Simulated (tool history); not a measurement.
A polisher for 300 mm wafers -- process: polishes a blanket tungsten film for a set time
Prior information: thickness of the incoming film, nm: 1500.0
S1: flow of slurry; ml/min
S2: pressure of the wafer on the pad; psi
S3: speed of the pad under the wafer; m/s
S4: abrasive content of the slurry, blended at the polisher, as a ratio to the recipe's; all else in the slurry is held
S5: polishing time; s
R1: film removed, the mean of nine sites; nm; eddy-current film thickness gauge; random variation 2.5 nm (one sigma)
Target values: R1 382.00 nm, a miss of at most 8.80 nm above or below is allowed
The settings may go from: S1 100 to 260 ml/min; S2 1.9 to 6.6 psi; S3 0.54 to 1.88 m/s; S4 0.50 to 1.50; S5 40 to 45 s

run  hour   S1   S2    S3    S4  S5      R1
  1   0.0  165  4.2  1.20  1.00  45  252.65
  2   8.7  165  5.2  1.20  1.00  45  305.02
  3  16.4  130  5.2  1.20  1.00  45  289.08
  4  19.4  100  5.2  1.20  1.00  45  269.19
  5  22.8  130  5.2  1.20  1.00  45  288.95
  6  26.0  160  5.3  1.20  1.00  45  303.79
  7  33.8  180  5.5  1.20  1.00  45  325.37
  8  40.6  195  5.6  1.20  1.00  45  327.78
  9  45.7  195  6.4  1.20  1.00  45  370.72
 10  49.7  200  6.4  1.20  1.00  45  369.48

4 candidate next runs follow, results not yet known. Just one meets every target within its allowed miss. Identify it.
  A  53.7  205  6.6  1.18  0.95  44   ?
  B  53.7  190  6.4  1.22  0.95  44   ?
  C  53.7  235  5.9  1.20  1.05  45   ?
  D  53.7  195  6.4  1.24  0.95  45   ?

move      R1
   A  364.75
   B  362.84
   C  357.06
   D  378.43
A: moves away from the targets compared with the last run
B: moves away from the targets compared with the last run
C: moves away from the targets compared with the last run
D: meets every target
The move that meets every target is D.

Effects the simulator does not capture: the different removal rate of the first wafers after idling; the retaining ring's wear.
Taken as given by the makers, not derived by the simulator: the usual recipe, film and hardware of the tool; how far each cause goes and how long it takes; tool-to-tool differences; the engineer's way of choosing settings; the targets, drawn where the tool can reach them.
